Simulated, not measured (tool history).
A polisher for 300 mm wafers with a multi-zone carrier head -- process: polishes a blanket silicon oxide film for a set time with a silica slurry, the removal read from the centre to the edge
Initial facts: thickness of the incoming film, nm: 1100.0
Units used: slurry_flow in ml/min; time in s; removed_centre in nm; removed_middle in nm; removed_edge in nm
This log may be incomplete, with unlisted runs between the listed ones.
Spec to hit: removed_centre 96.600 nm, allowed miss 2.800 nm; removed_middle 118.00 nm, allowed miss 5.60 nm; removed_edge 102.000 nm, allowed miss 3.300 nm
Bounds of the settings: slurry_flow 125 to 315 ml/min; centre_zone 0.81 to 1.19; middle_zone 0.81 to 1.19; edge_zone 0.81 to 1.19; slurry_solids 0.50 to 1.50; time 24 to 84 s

run,hour,slurry_flow,centre_zone,middle_zone,edge_zone,slurry_solids,time,removed_centre,removed_middle,removed_edge
1,0.0,205,1.00,1.00,1.00,1.00,54,189.720,197.39,195.420
2,8.0,205,1.00,1.00,1.08,1.00,54,192.160,194.89,202.480
3,16.2,205,1.08,1.00,1.08,1.00,54,207.680,194.57,200.400
4,24.8,205,1.08,1.03,1.08,1.00,54,210.180,202.67,203.990
5,31.6,205,1.08,0.97,1.08,1.00,54,209.990,187.42,207.420
6,35.6,205,1.13,0.97,1.08,1.00,54,218.790,191.56,205.470
7,42.7,200,1.09,0.99,1.05,0.90,50,183.450,170.01,178.880
8,48.0,200,1.07,1.01,1.02,0.80,47,161.790,156.38,157.340
9,55.1,200,1.04,1.02,0.99,0.75,45,147.070,145.98,144.470
10,55.7,180,0.94,1.12,0.89,0.50,38,92.320,109.61,97.309
11,63.4,185,0.94,1.13,0.90,0.50,38,93.569,109.08,96.306
12,69.8,185,0.93,1.14,0.91,0.50,38,93.839,113.78,97.850
13,75.8,190,0.93,1.14,0.92,0.50,38,93.272,111.23,98.897
14,78.9,190,0.93,1.14,0.92,0.50,38,94.178,114.24,98.423

Which of these 5 next moves meets every target?
A,82.0,165,1.00,1.14,0.88,0.50,37,?,?,?
B,82.0,175,0.81,1.19,0.93,0.60,41,?,?,?
C,82.0,170,0.84,1.10,0.99,0.50,42,?,?,?
D,82.0,200,0.99,1.15,0.96,0.50,35,?,?,?
E,82.0,200,0.91,1.12,0.88,0.70,34,?,?,?

move,removed_centre,removed_middle,removed_edge
A,93.951,106.52,92.643
B,92.415,134.31,114.810
C,90.149,118.18,111.720
D,92.255,105.87,93.997
E,94.854,115.92,101.120
A: further off than the last run
B: carries the result that was furthest off beyond its target, to the other side
C: carries the result that was furthest off beyond its target, to the other side
D: further off than the last run
E: in spec on every target
Correct choice: E, which meets every target
